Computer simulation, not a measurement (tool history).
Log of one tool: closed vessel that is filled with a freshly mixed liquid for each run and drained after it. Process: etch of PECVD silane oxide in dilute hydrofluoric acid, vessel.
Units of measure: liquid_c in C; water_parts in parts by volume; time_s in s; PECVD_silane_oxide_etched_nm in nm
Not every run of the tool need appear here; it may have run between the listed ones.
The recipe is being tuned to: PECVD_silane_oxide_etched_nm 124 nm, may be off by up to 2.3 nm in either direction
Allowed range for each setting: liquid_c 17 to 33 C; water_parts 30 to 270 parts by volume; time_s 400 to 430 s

{"run": 1, "hour": 0.0, "liquid_c": 25, "water_parts": 150, "time_s": 400, "PECVD_silane_oxide_etched_nm": 58.365}
{"run": 2, "hour": 8.9, "liquid_c": 25, "water_parts": 190, "time_s": 400, "PECVD_silane_oxide_etched_nm": 44.247}
{"run": 3, "hour": 15.5, "liquid_c": 25, "water_parts": 165, "time_s": 400, "PECVD_silane_oxide_etched_nm": 52.328}
{"run": 4, "hour": 17.4, "liquid_c": 26.5, "water_parts": 150, "time_s": 400, "PECVD_silane_oxide_etched_nm": 62.432}
{"run": 5, "hour": 24.9, "liquid_c": 27.5, "water_parts": 140, "time_s": 400, "PECVD_silane_oxide_etched_nm": 69.395}
{"run": 6, "hour": 31.6, "liquid_c": 28.5, "water_parts": 130, "time_s": 400, "PECVD_silane_oxide_etched_nm": 79.191}
{"run": 7, "hour": 36.7, "liquid_c": 29.5, "water_parts": 125, "time_s": 400, "PECVD_silane_oxide_etched_nm": 85.797}
{"run": 8, "hour": 39.2, "liquid_c": 30, "water_parts": 120, "time_s": 400, "PECVD_silane_oxide_etched_nm": 91.082}
{"run": 9, "hour": 44.8, "liquid_c": 30.5, "water_parts": 115, "time_s": 400, "PECVD_silane_oxide_etched_nm": 98.311}
{"hour": 47.2, "done": "hydrofluoric acid flow meter replaced"}
{"run": 10, "hour": 47.2, "liquid_c": 33, "water_parts": 95, "time_s": 400, "PECVD_silane_oxide_etched_nm": 147.84}
{"run": 11, "hour": 52.1, "liquid_c": 32.5, "water_parts": 95, "time_s": 400, "PECVD_silane_oxide_etched_nm": 144.77}
{"run": 12, "hour": 58.4, "liquid_c": 32, "water_parts": 95, "time_s": 400, "PECVD_silane_oxide_etched_nm": 143.42}
{"run": 13, "hour": 60.9, "liquid_c": 32, "water_parts": 95, "time_s": 400, "PECVD_silane_oxide_etched_nm": 143.46}
{"run": 14, "hour": 68.0, "liquid_c": 31.5, "water_parts": 95, "time_s": 400, "PECVD_silane_oxide_etched_nm": 140.31}
{"run": 15, "hour": 74.1, "liquid_c": 31, "water_parts": 95, "time_s": 400, "PECVD_silane_oxide_etched_nm": 137.42}

4 candidate next runs follow, results not yet known. Just one meets every target within its allowed miss. Identify it.
{"run": "A", "hour": 80.2, "liquid_c": 29.5, "water_parts": 105, "time_s": 430, "PECVD_silane_oxide_etched_nm": "?"}
{"run": "B", "hour": 80.2, "liquid_c": 27.5, "water_parts": 95, "time_s": 430, "PECVD_silane_oxide_etched_nm": "?"}
{"run": "C", "hour": 80.2, "liquid_c": 29.5, "water_parts": 95, "time_s": 405, "PECVD_silane_oxide_etched_nm": "?"}
{"run": "D", "hour": 80.2, "liquid_c": 27.5, "water_parts": 95, "time_s": 400, "PECVD_silane_oxide_etched_nm": "?"}

move=A PECVD_silane_oxide_etched_nm=124.89
move=B PECVD_silane_oxide_etched_nm=129.69
move=C PECVD_silane_oxide_etched_nm=131.84
move=D PECVD_silane_oxide_etched_nm=120.64
A: hits every target within its allowed miss
B: moves toward the targets from the last run without getting all of them in spec
C: moves toward the targets from the last run without getting all of them in spec
D: moves the result that the last run missed by most past its target, out the other side
So the answer is move A, the one that meets all the targets.
